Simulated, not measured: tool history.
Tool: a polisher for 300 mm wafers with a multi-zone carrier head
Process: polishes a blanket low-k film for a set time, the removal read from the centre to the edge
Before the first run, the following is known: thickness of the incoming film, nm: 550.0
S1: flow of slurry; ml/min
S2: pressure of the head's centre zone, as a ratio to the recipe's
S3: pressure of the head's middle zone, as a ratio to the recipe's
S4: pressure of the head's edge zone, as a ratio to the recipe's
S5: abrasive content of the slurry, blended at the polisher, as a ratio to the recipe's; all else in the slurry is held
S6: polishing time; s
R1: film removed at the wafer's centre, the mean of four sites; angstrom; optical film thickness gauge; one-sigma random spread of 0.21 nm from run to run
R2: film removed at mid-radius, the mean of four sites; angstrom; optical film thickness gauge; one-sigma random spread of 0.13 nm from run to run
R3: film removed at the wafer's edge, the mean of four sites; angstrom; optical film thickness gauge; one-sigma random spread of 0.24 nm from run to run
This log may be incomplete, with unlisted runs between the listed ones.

| run | day | S1 | S2 | S3 | S4 | S5 | S6 | R1 | R2 | R3 |
|---|---|---|---|---|---|---|---|---|---|---|
| 1 | 0 | 200 | 1 | 1 | 1 | 1 | 69 | 276.75 | 291.81 | 294.22 |
| 2 | 0.283 | 200 | 1 | 1 | 0.94 | 1 | 69 | 279.04 | 288.29 | 276.25 |
| 3 | 0.404 | 200 | 1 | 0.94 | 0.94 | 1 | 69 | 276.24 | 274.91 | 277.14 |
| 4 | 0.575 | 200 | 1.03 | 0.94 | 0.94 | 1 | 69 | 287.71 | 272.95 | 275.44 |
| 5 | 0.638 | 200 | 1.03 | 1.01 | 0.94 | 1 | 69 | 281.31 | 293.26 | 273.69 |
| 6 | 0.771 | 220 | 1.03 | 1.01 | 0.94 | 1 | 69 | 292.08 | 293.98 | 279.01 |

What does the tool deliver on the next run?
| 7 | 1.021 | 195 | 0.98 | 0.99 | 0.9 | 0.85 | 65 | ? | ? | ? |

{"run 7": {"R1": 231.88, "R2": 243.16, "R3": 231.15}}

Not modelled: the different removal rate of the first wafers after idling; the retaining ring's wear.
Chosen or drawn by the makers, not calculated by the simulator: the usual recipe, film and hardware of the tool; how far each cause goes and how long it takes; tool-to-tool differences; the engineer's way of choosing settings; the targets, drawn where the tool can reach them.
